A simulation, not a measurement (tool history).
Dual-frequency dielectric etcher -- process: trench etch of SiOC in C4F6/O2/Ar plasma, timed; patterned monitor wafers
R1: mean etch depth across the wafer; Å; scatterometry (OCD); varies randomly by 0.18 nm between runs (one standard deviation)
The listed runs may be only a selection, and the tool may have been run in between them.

run 1 day=0 | source_power_(W)=450 bias_power_(W)=211 etch_time_(s)=20 | R1=413.64
run 2 day=0.108 | source_power_(W)=450 bias_power_(W)=211 etch_time_(s)=20 | R1=411.28
run 3 day=0.454 | source_power_(W)=440 bias_power_(W)=209 etch_time_(s)=20 | R1=403.38
run 4 day=0.742 | source_power_(W)=440 bias_power_(W)=241 etch_time_(s)=20 | R1=414.87
run 5 day=0.867 | source_power_(W)=440 bias_power_(W)=226 etch_time_(s)=20 | R1=410.3
run 6 day=1.183 | source_power_(W)=400 bias_power_(W)=226 etch_time_(s)=20 | R1=396.53
run 7 day=1.362 | source_power_(W)=400 bias_power_(W)=226 etch_time_(s)=20 | R1=392.05
run 8 day=1.662 | source_power_(W)=390 bias_power_(W)=225 etch_time_(s)=20 | R1=386.62

What will run 9 give?
run 9 day=1.846 | source_power_(W)=380 bias_power_(W)=224 etch_time_(s)=20 | R1=?

{"run 9": {"R1": 382.69}}
